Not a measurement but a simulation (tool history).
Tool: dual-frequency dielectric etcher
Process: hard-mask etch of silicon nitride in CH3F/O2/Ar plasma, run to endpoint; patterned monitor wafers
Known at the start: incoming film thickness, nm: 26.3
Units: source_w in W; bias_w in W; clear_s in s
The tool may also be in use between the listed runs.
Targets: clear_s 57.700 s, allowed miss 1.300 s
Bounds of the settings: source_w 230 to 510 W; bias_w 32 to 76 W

run 1 day=0.000 | source_w=370 bias_w=54 | clear_s=49.428
run 2 day=0.288 | source_w=330 bias_w=54 | clear_s=51.376
run 3 day=0.529 | source_w=320 bias_w=53 | clear_s=52.452
run 4 day=0.804 | source_w=310 bias_w=52 | clear_s=54.099
run 5 day=0.962 | source_w=370 bias_w=52 | clear_s=49.775
run 6 day=1.112 | source_w=350 bias_w=51 | clear_s=51.214
run 7 day=1.162 | source_w=340 bias_w=50 | clear_s=52.252
run 8 day=1.204 | source_w=330 bias_w=50 | clear_s=52.646
run 9 day=1.308 | source_w=320 bias_w=49 | clear_s=53.969
run 10 day=1.496 | source_w=310 bias_w=49 | clear_s=55.385

Which of these 4 next moves meets every target?
run A day=1.683 | source_w=290 bias_w=39 | clear_s=?
run B day=1.683 | source_w=300 bias_w=43 | clear_s=?
run C day=1.683 | source_w=270 bias_w=41 | clear_s=?
run D day=1.683 | source_w=300 bias_w=49 | clear_s=?

move=A clear_s=60.633
move=B clear_s=58.072
move=C clear_s=61.572
move=D clear_s=55.797
A: takes the result that was furthest off past its target
B: meets every target
C: takes the result that was furthest off past its target
D: nearer than the last run, and not there yet
The right move is B.
